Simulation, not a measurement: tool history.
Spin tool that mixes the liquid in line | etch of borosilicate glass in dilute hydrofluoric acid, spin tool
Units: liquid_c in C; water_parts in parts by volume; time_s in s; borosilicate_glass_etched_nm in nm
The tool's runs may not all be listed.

{"run": 1, "hour": 0.0, "liquid_c": 26.0, "water_parts": 70, "time_s": 250, "borosilicate_glass_etched_nm": 72.423}
{"run": 2, "hour": 4.4, "liquid_c": 27.0, "water_parts": 70, "time_s": 250, "borosilicate_glass_etched_nm": 75.223}
{"run": 3, "hour": 11.0, "liquid_c": 28.0, "water_parts": 70, "time_s": 250, "borosilicate_glass_etched_nm": 79.203}
{"run": 4, "hour": 19.9, "liquid_c": 25.0, "water_parts": 70, "time_s": 250, "borosilicate_glass_etched_nm": 68.33}
{"run": 5, "hour": 21.0, "liquid_c": 26.5, "water_parts": 70, "time_s": 250, "borosilicate_glass_etched_nm": 73.357}
{"run": 6, "hour": 25.6, "liquid_c": 27.5, "water_parts": 70, "time_s": 250, "borosilicate_glass_etched_nm": 76.742}

Forecast run 7:
{"run": 7, "hour": 32.4, "liquid_c": 28.5, "water_parts": 70, "time_s": 250, "borosilicate_glass_etched_nm": "?"}

{"run 7": {"borosilicate_glass_etched_nm": 80.42}}
